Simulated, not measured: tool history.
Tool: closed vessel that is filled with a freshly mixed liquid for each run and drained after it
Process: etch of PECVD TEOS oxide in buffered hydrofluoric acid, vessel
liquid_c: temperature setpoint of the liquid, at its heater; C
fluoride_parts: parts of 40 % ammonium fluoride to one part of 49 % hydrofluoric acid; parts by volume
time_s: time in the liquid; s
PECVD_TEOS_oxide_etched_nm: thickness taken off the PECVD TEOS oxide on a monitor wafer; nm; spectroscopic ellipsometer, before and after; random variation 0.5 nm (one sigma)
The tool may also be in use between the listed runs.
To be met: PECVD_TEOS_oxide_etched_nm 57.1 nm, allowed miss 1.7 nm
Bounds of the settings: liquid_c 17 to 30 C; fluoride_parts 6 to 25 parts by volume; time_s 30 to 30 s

run,hour,liquid_c,fluoride_parts,time_s,PECVD_TEOS_oxide_etched_nm
1,0,22,15.5,30,35.389
2,5.8,19.5,15.5,30,30.443
3,14.6,21,15.5,30,33.492
4,20.6,19,15.5,30,29.914
5,26.6,19,15.5,30,29.788
6,27.8,21,15.5,30,33.03
7,34.3,22.5,15.5,30,36.364
8,37.3,23.5,15.5,30,37.782
9,39.7,24.5,15.5,30,40.288
10,40.8,28.5,15,30,51.567
11,45.4,29.5,15,30,54.839

4 next moves are on the table. One of them brings every result within its allowed miss. Which?
A,50,30,16,30,?
B,50,30,13.5,30,?
C,50,28,14.5,30,?
D,50,29,14,30,?

move,PECVD_TEOS_oxide_etched_nm
A,52.697
B,62.241
C,52.209
D,56.98
A: further off than the last run
B: takes the result that was furthest off past its target
C: further off than the last run
D: meets every target
Move D is the one to make.
